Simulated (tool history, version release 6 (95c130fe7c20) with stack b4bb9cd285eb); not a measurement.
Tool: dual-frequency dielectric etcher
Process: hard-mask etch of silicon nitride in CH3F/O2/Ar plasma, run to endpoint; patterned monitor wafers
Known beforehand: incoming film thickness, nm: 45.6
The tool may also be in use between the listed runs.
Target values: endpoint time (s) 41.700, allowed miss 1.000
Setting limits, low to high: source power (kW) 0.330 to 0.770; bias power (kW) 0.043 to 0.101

| run | hour | source power (kW) | bias power (kW) | endpoint time (s) |
|---|---|---|---|---|
| 1 | 0.0 | 0.550 | 0.072 | 53.031 |
| 2 | 8.8 | 0.550 | 0.084 | 49.947 |
| 3 | 10.5 | 0.600 | 0.087 | 47.179 |
| 4 | 11.2 | 0.640 | 0.088 | 45.714 |
| 5 | 17.7 | 0.540 | 0.088 | 50.205 |
| 6 | 18.7 | 0.590 | 0.089 | 47.619 |
| 7 | 23.6 | 0.630 | 0.090 | 45.802 |
| 8 | 29.7 | 0.660 | 0.091 | 44.157 |
| 9 | 38.2 | 0.680 | 0.091 | 43.630 |

Which one of the following 5 next-run settings gets every result inside its allowed miss? There is exactly one.
| A | 46.7 | 0.770 | 0.095 | ? |
| B | 46.7 | 0.770 | 0.082 | ? |
| C | 46.7 | 0.770 | 0.098 | ? |
| D | 46.7 | 0.770 | 0.100 | ? |
| E | 46.7 | 0.770 | 0.101 | ? |

| move | endpoint time (s) |
|---|---|
| A | 40.428 |
| B | 42.227 |
| C | 40.047 |
| D | 39.799 |
| E | 39.677 |
A: carries the result that was furthest off beyond its target, to the other side
B: all results in spec
C: carries the result that was furthest off beyond its target, to the other side
D: carries the result that was furthest off beyond its target, to the other side
E: carries the result that was furthest off beyond its target, to the other side
B is the move that brings every result within its allowed miss.
